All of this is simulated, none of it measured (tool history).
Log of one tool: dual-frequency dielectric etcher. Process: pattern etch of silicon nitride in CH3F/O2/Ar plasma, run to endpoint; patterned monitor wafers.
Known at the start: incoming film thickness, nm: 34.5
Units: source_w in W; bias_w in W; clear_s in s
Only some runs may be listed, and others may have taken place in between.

run 1 hour=0.0 | source_w=460 bias_w=93 | clear_s=43.669
run 2 hour=4.3 | source_w=460 bias_w=107 | clear_s=41.251
run 3 hour=8.2 | source_w=430 bias_w=104 | clear_s=42.288
run 4 hour=15.2 | source_w=410 bias_w=100 | clear_s=44.154
run 5 hour=24.0 | source_w=390 bias_w=99 | clear_s=45.516
run 6 hour=25.5 | source_w=380 bias_w=98 | clear_s=44.977

What will run 7 give?
run 7 hour=31.9 | source_w=370 bias_w=96 | clear_s=?

{"run 7": {"clear_s": 46.92}}

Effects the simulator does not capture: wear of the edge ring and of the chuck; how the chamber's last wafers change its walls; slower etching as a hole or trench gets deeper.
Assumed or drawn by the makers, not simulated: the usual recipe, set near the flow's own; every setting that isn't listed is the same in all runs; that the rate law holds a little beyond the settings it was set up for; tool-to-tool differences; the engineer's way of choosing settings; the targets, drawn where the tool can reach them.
